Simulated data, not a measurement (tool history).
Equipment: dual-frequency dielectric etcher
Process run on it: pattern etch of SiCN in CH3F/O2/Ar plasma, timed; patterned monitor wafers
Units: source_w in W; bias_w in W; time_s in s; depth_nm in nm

Run 1, hour 0: source_w 330 W, bias_w 78 W, time_s 63.5 s. Result: depth_nm 19.978 nm.
Run 2, hour 2: source_w 330 W, bias_w 92 W, time_s 63.5 s. Result: depth_nm 21.344 nm.
Run 3, hour 2.7: source_w 310 W, bias_w 92 W, time_s 63.5 s. Result: depth_nm 21.23 nm.
Run 4, hour 8.5: source_w 330 W, bias_w 92 W, time_s 63.5 s. Result: depth_nm 21.735 nm.
Run 5, hour 12.4: source_w 310 W, bias_w 86 W, time_s 63 s. Result: depth_nm 20.158 nm.
Run 6, hour 14.9: source_w 290 W, bias_w 83 W, time_s 62.5 s. Result: depth_nm 19.113 nm.

Predict the results of run 7:
At hour 19.9: wet clean of the chamber.
Run 7, hour 19.9: source_w 270 W, bias_w 82 W, time_s 62.5 s. Result: depth_nm ?.

{"run 7": {"depth_nm": 19.461}}

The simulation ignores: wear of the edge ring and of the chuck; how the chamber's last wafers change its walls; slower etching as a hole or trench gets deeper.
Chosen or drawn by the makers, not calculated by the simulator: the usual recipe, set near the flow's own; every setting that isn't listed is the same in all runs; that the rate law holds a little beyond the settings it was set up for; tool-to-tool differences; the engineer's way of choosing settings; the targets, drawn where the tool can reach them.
